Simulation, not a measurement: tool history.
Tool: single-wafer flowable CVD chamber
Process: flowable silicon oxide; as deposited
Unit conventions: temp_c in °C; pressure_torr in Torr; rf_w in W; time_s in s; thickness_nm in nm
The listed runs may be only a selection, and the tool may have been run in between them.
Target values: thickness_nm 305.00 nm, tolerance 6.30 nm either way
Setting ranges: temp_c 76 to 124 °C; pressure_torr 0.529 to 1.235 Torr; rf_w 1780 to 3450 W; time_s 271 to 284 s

run 1 day=0.000 | temp_c=100 pressure_torr=0.882 rf_w=2615 time_s=284 | thickness_nm=204.70
run 2 day=0.104 | temp_c=100 pressure_torr=0.882 rf_w=2615 time_s=284 | thickness_nm=203.94
run 3 day=0.425 | temp_c=97 pressure_torr=0.883 rf_w=2615 time_s=284 | thickness_nm=221.67
run 4 day=0.733 | temp_c=97 pressure_torr=0.963 rf_w=2615 time_s=284 | thickness_nm=242.44
run 5 day=0.758 | temp_c=95 pressure_torr=0.964 rf_w=2615 time_s=284 | thickness_nm=258.66
run 6 day=0.958 | temp_c=95 pressure_torr=1.057 rf_w=2615 time_s=284 | thickness_nm=282.11
run 7 day=1.188 | temp_c=94 pressure_torr=1.057 rf_w=2615 time_s=284 | thickness_nm=289.46
run 8 day=1.283 | temp_c=93 pressure_torr=1.057 rf_w=2615 time_s=284 | thickness_nm=296.93

Exercise: of the 5 proposed moves below, exactly one satisfies all targets within the stated allowed misses. Which move is it?
run A day=1.379 | temp_c=92 pressure_torr=0.994 rf_w=2770 time_s=282 | thickness_nm=?
run B day=1.379 | temp_c=97 pressure_torr=1.218 rf_w=2605 time_s=284 | thickness_nm=?
run C day=1.379 | temp_c=88 pressure_torr=0.975 rf_w=2925 time_s=280 | thickness_nm=?
run D day=1.379 | temp_c=93 pressure_torr=1.053 rf_w=2630 time_s=277 | thickness_nm=?
run E day=1.379 | temp_c=93 pressure_torr=1.073 rf_w=2830 time_s=271 | thickness_nm=?

move=A thickness_nm=288.81
move=B thickness_nm=303.12
move=C thickness_nm=317.47
move=D thickness_nm=290.32
move=E thickness_nm=290.93
A: lands further from the targets than the last run did
B: each result inside its tolerance
C: takes the result that was furthest off past its target
D: lands further from the targets than the last run did
E: lands further from the targets than the last run did
Move B is the one to make.
